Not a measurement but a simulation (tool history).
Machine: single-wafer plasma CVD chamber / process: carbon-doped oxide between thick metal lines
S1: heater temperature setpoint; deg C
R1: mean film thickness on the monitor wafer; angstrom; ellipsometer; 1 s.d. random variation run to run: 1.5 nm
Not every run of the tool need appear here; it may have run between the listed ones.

Run 1, hour 0.0: S1 355 deg C, chamber pressure (mTorr) 4510, RF power (W) 550, deposition time (s) 137. Result: R1 7317.6 angstrom.
Run 2, hour 5.9: S1 355 deg C, chamber pressure (mTorr) 4440, RF power (W) 545, deposition time (s) 137. Result: R1 7303.3 angstrom.
Run 3, hour 8.9: S1 355 deg C, chamber pressure (mTorr) 4440, RF power (W) 575, deposition time (s) 137. Result: R1 7475.2 angstrom.
Run 4, hour 13.0: S1 355 deg C, chamber pressure (mTorr) 4370, RF power (W) 565, deposition time (s) 137. Result: R1 7358.2 angstrom.
Run 5, hour 21.4: S1 355 deg C, chamber pressure (mTorr) 4370, RF power (W) 565, deposition time (s) 137. Result: R1 7374.4 angstrom.
Run 6, hour 23.8: S1 355 deg C, chamber pressure (mTorr) 4370, RF power (W) 635, deposition time (s) 137. Result: R1 7821.2 angstrom.
Run 7, hour 28.0: S1 355 deg C, chamber pressure (mTorr) 4280, RF power (W) 620, deposition time (s) 136. Result: R1 7622.4 angstrom.
Run 8, hour 33.0: S1 355 deg C, chamber pressure (mTorr) 4160, RF power (W) 610, deposition time (s) 136. Result: R1 7557.5 angstrom.
Run 9, hour 40.1: S1 355 deg C, chamber pressure (mTorr) 4080, RF power (W) 600, deposition time (s) 136. Result: R1 7456.9 angstrom.
Run 10, hour 48.2: S1 355 deg C, chamber pressure (mTorr) 3980, RF power (W) 590, deposition time (s) 136. Result: R1 7384.0 angstrom.
Run 11, hour 53.7: S1 355 deg C, chamber pressure (mTorr) 3910, RF power (W) 580, deposition time (s) 136. Result: R1 7303.1 angstrom.

What does the tool deliver on the next run?
Run 12, hour 58.3: S1 355 deg C, chamber pressure (mTorr) 3840, RF power (W) 570, deposition time (s) 136. Result: R1 ?.

Run 12 came out at R1 7261.2 angstrom.

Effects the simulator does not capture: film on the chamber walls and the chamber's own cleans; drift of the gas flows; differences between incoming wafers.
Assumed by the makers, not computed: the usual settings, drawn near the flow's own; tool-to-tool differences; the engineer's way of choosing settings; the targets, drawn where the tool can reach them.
